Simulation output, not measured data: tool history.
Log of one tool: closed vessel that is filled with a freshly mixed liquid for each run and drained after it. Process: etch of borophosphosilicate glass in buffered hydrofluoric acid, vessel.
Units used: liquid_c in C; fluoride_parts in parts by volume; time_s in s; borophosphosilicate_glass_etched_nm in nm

| run | day | liquid_c | fluoride_parts | time_s | borophosphosilicate_glass_etched_nm |
|---|---|---|---|---|---|
| 1 | 0 | 25 | 10 | 100 | 309.87 |
| 2 | 0.238 | 26 | 10 | 100 | 330.9 |
| 3 | 0.596 | 29.5 | 10 | 100 | 396.41 |
| 4 | 0.871 | 29.5 | 12.5 | 100 | 320.55 |
| 5 | 1.008 | 28 | 12.5 | 100 | 294.72 |
| 6 | 1.262 | 28 | 12.5 | 105 | 307.91 |
| 7 | 1.642 | 29 | 12.5 | 105 | 324.71 |
| 8 | 1.812 | 29.5 | 12.5 | 105 | 330.59 |
| 9 | 1.996 | 30 | 12.5 | 105 | 348.89 |
| 10 | 2.125 | 30.5 | 12.5 | 105 | 352.88 |
| 11 | 2.262 | 31 | 12.5 | 105 | 356.42 |

What does the tool deliver on the next run?
| 12 | 2.567 | 31.5 | 12 | 105 | ? |

Run 12 produced borophosphosilicate_glass_etched_nm 380.54 nm.
